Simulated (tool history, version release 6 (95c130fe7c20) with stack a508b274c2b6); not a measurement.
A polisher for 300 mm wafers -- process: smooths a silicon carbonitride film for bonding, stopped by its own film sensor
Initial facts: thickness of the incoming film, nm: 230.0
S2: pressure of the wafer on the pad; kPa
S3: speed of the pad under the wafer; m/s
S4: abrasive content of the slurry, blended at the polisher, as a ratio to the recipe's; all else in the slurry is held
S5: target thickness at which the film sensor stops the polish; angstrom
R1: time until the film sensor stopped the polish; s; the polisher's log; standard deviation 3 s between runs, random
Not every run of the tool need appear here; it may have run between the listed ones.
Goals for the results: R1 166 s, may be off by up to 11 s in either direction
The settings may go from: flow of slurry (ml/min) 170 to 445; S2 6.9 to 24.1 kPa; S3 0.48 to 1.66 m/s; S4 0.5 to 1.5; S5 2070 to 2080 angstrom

run 1 hour=0 | flow_of_slurry_(ml/min)=285 S2=15.2 S3=1.06 S4=1 S5=2080 | R1=91.913
run 2 hour=5.2 | flow_of_slurry_(ml/min)=285 S2=15.2 S3=1.06 S4=1 S5=2070 | R1=92.701
run 3 hour=11.1 | flow_of_slurry_(ml/min)=285 S2=13.8 S3=1.06 S4=1 S5=2070 | R1=105.71
run 4 hour=14.6 | flow_of_slurry_(ml/min)=285 S2=13.8 S3=1.06 S4=0.9 S5=2070 | R1=113.15
run 5 hour=16.3 | flow_of_slurry_(ml/min)=285 S2=13.1 S3=1.06 S4=0.9 S5=2070 | R1=122.75
run 6 hour=17.4 | flow_of_slurry_(ml/min)=285 S2=12.4 S3=1.06 S4=0.9 S5=2070 | R1=122.3
run 7 hour=25.4 | flow_of_slurry_(ml/min)=285 S2=11.7 S3=1.06 S4=0.9 S5=2070 | R1=134.45
run 8 hour=33.1 | flow_of_slurry_(ml/min)=285 S2=10.3 S3=1.04 S4=0.9 S5=2070 | R1=145.95

Exercise: of the 5 proposed moves below, exactly one satisfies all targets within the stated allowed misses. Which move is it?
run A hour=40.8 | flow_of_slurry_(ml/min)=325 S2=11.7 S3=1.08 S4=0.75 S5=2080 | R1=?
run B hour=40.8 | flow_of_slurry_(ml/min)=240 S2=10.3 S3=0.94 S4=0.75 S5=2070 | R1=?
run C hour=40.8 | flow_of_slurry_(ml/min)=330 S2=9 S3=0.92 S4=1.25 S5=2080 | R1=?
run D hour=40.8 | flow_of_slurry_(ml/min)=295 S2=11 S3=1.12 S4=0.85 S5=2070 | R1=?
run E hour=40.8 | flow_of_slurry_(ml/min)=290 S2=10.3 S3=0.8 S4=0.95 S5=2070 | R1=?

move=A R1=143.6
move=B R1=186.37
move=C R1=142.93
move=D R1=142.56
move=E R1=163.9
A: lands further from the targets than the last run did
B: the result that was furthest off in the last run now lies on the other side of its target
C: lands further from the targets than the last run did
D: lands further from the targets than the last run did
E: each result inside its tolerance
Answer: E

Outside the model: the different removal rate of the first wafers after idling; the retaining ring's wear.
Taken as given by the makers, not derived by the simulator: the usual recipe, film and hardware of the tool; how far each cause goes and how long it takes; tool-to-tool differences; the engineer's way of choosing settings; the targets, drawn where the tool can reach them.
